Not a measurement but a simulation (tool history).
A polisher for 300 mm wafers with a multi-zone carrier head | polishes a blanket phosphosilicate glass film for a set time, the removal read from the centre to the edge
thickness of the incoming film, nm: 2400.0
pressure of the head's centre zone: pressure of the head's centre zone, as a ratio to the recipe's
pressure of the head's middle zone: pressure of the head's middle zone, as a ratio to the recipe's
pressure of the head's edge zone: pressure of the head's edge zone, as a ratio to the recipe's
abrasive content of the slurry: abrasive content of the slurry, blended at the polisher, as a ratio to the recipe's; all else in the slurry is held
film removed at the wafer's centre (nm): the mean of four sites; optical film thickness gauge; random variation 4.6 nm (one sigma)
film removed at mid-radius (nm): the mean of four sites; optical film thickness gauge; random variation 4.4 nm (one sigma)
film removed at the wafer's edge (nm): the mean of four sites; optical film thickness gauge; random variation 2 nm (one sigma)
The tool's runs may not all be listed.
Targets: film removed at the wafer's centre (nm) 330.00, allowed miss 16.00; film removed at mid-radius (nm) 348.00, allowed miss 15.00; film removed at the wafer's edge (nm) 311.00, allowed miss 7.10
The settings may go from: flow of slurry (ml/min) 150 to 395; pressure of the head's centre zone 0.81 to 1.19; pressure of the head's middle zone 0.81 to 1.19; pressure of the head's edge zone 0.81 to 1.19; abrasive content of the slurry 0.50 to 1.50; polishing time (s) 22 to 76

| run | hour | flow of slurry (ml/min) | pressure of the head's centre zone | pressure of the head's middle zone | pressure of the head's edge zone | abrasive content of the slurry | polishing time (s) | film removed at the wafer's centre (nm) | film removed at mid-radius (nm) | film removed at the wafer's edge (nm) |
|---|---|---|---|---|---|---|---|---|---|---|
| 1 | 0.0 | 250 | 1.00 | 1.00 | 1.00 | 1.00 | 49 | 410.93 | 399.31 | 395.05 |
| 2 | 3.5 | 250 | 1.00 | 1.00 | 1.00 | 1.00 | 60 | 502.12 | 494.35 | 484.61 |
| 3 | 6.7 | 250 | 1.00 | 1.00 | 1.00 | 1.20 | 60 | 555.50 | 535.93 | 526.32 |
| 4 | 13.7 | 250 | 1.00 | 1.04 | 1.00 | 1.20 | 60 | 535.14 | 545.61 | 531.48 |
| 5 | 22.2 | 245 | 0.98 | 1.03 | 0.96 | 1.00 | 58 | 470.40 | 477.92 | 455.51 |
| 6 | 24.7 | 240 | 0.97 | 1.03 | 0.92 | 0.85 | 57 | 428.16 | 429.51 | 402.40 |
| 7 | 29.9 | 235 | 0.95 | 1.03 | 0.89 | 0.75 | 57 | 374.17 | 403.19 | 371.01 |
| 8 | 35.5 | 230 | 0.96 | 1.03 | 0.87 | 0.70 | 57 | 362.32 | 387.41 | 355.71 |
| 9 | 37.7 | 225 | 0.97 | 1.03 | 0.85 | 0.65 | 57 | 357.87 | 363.30 | 329.42 |
| 10 | 41.4 | 210 | 0.96 | 1.03 | 0.84 | 0.65 | 57 | 353.59 | 372.03 | 326.20 |
| 11 | 42.8 | 200 | 0.95 | 1.01 | 0.83 | 0.65 | 57 | 345.07 | 356.82 | 322.83 |

4 next moves are on the table. One of them brings every result within its allowed miss. Which?
| A | 44.2 | 195 | 0.93 | 0.99 | 0.88 | 0.60 | 60 | ? | ? | ? |
| B | 44.2 | 210 | 1.00 | 0.98 | 0.85 | 0.50 | 62 | ? | ? | ? |
| C | 44.2 | 230 | 0.94 | 1.01 | 0.81 | 0.70 | 52 | ? | ? | ? |
| D | 44.2 | 155 | 0.88 | 1.03 | 0.91 | 0.95 | 46 | ? | ? | ? |

| move | film removed at the wafer's centre (nm) | film removed at mid-radius (nm) | film removed at the wafer's edge (nm) |
|---|---|---|---|
| A | 330.46 | 351.91 | 331.25 |
| B | 327.81 | 321.14 | 299.35 |
| C | 328.61 | 350.96 | 310.91 |
| D | 297.33 | 348.18 | 325.64 |
A: further off than the last run
B: takes the result that was furthest off past its target
C: meets every target
D: further off than the last run
Answer: C
